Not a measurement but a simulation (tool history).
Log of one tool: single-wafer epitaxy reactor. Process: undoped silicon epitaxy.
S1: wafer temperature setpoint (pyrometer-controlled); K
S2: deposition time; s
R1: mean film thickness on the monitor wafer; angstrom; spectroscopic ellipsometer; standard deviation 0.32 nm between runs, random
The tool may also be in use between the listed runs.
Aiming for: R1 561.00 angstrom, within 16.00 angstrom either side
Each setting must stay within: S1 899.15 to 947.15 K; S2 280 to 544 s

{"run": 1, "hour": 0.0, "S1": 923.15, "S2": 412, "R1": 687.7}
{"run": 2, "hour": 4.9, "S1": 923.15, "S2": 375, "R1": 626.47}
{"run": 3, "hour": 8.5, "S1": 922.15, "S2": 375, "R1": 610.97}
{"run": 4, "hour": 13.8, "S1": 913.15, "S2": 375, "R1": 486.52}
{"run": 5, "hour": 20.2, "S1": 913.15, "S2": 397, "R1": 517.39}
{"run": 6, "hour": 26.1, "S1": 904.15, "S2": 397, "R1": 411.1}
{"run": 7, "hour": 26.8, "S1": 908.15, "S2": 398, "R1": 456.47}
{"run": 8, "hour": 30.4, "S1": 910.15, "S2": 399, "R1": 480.2}
{"run": 9, "hour": 32.9, "S1": 912.15, "S2": 399, "R1": 508.71}
{"run": 10, "hour": 40.1, "S1": 913.15, "S2": 399, "R1": 520.69}
{"run": 11, "hour": 42.7, "S1": 914.15, "S2": 399, "R1": 537.36}

Which single option among these 4 for the next run brings every result within its allowed miss of target? Just one does.
{"run": "A", "hour": 45.3, "S1": 913.15, "S2": 401, "R1": "?"}
{"run": "B", "hour": 45.3, "S1": 919.15, "S2": 370, "R1": "?"}
{"run": "C", "hour": 45.3, "S1": 911.15, "S2": 400, "R1": "?"}
{"run": "D", "hour": 45.3, "S1": 920.15, "S2": 334, "R1": "?"}

move=A R1=528.20
move=B R1=567.17
move=C R1=500.66
move=D R1=524.98
A: misses by more than the last run did
B: hits every target within its allowed miss
C: misses by more than the last run did
D: misses by more than the last run did
The right move is B.

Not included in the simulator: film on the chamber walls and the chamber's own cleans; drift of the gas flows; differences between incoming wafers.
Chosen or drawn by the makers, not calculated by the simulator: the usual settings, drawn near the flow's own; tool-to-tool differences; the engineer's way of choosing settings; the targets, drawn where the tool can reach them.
